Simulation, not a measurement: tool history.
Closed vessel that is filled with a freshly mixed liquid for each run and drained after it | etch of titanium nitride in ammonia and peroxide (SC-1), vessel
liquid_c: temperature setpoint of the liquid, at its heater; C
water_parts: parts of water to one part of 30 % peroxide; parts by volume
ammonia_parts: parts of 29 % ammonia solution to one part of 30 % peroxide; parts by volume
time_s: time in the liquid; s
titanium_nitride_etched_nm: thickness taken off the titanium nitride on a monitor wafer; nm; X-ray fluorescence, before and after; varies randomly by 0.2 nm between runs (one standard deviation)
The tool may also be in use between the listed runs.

run	hour	liquid_c	water_parts	ammonia_parts	time_s	titanium_nitride_etched_nm
1	0.0	54.0	23.0	0.75	685	30.243
2	1.1	53.0	23.0	0.75	685	28.016
3	5.1	52.5	23.0	0.75	685	27.448
4	13.9	52.0	23.0	0.75	685	26.334
5	19.3	52.0	23.0	0.75	730	28.004
6	24.8	51.5	23.0	0.75	730	27.044

Run 7 comes next. What will it give?
7	28.4	51.0	23.0	0.75	730	?

Run 7 measured titanium_nitride_etched_nm 25.809 nm.

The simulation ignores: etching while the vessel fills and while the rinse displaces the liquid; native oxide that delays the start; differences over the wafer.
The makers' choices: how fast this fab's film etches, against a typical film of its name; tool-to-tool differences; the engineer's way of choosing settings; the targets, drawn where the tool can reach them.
